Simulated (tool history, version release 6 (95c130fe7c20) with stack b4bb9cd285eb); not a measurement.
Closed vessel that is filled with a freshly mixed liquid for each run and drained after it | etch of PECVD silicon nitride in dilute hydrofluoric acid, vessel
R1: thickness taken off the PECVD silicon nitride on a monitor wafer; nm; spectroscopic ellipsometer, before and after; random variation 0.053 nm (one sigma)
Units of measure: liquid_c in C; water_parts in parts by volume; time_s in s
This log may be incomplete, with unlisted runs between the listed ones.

run 1 hour=0.0 | liquid_c=25.0 water_parts=45 time_s=135 | R1=10.4840
run 2 hour=3.7 | liquid_c=23.5 water_parts=45 time_s=135 | R1=9.3610
run 3 hour=7.6 | liquid_c=22.0 water_parts=45 time_s=135 | R1=8.3768
run 4 hour=15.9 | liquid_c=25.0 water_parts=45 time_s=135 | R1=10.3620
run 5 hour=22.5 | liquid_c=25.0 water_parts=45 time_s=105 | R1=8.0344
run 6 hour=28.8 | liquid_c=28.0 water_parts=45 time_s=105 | R1=9.9044

For run 7, what comes out?
run 7 hour=35.0 | liquid_c=26.5 water_parts=45 time_s=105 | R1=?

R1: 8.8970 nm
